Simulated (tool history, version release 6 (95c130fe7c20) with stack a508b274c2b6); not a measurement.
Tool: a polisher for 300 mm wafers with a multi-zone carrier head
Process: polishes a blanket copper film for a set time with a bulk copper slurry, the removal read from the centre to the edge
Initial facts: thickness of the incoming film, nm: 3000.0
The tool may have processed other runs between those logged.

run  hour  flow of slurry (ml/min)  pressure of the head's centre zone  pressure of the head's middle zone  pressure of the head's edge zone  abrasive content of the slurry  polishing time (s)  film removed at the wafer's centre (nm)  film removed at mid-radius (nm)  film removed at the wafer's edge (nm)
  1   0.0                      245                                1.00                                1.00                              1.00                            1.00                  62                                   480.38                           473.92                                 475.44
  2   5.7                      240                                0.99                                0.97                              0.99                            0.90                  58                                   433.66                           423.82                                 431.06
  3  14.4                      240                                0.99                                0.97                              0.99                            1.05                  58                                   445.38                           432.70                                 444.13
  4  20.9                      235                                0.98                                0.94                              0.98                            0.95                  55                                   411.17                           387.03                                 418.30
  5  28.2                      235                                0.98                                0.89                              0.98                            0.95                  55                                   402.90                           370.66                                 418.03
  6  29.4                      235                                0.98                                0.89                              0.90                            0.95                  55                                   402.61                           369.58                                 404.81

Predict the results of run 7:
  7  32.7                      235                                0.97                                0.88                              0.89                            0.90                  52                                        ?                                ?                                      ?

film removed at the wafer's centre (nm): 379.83
film removed at mid-radius (nm): 347.27
film removed at the wafer's edge (nm): 380.32
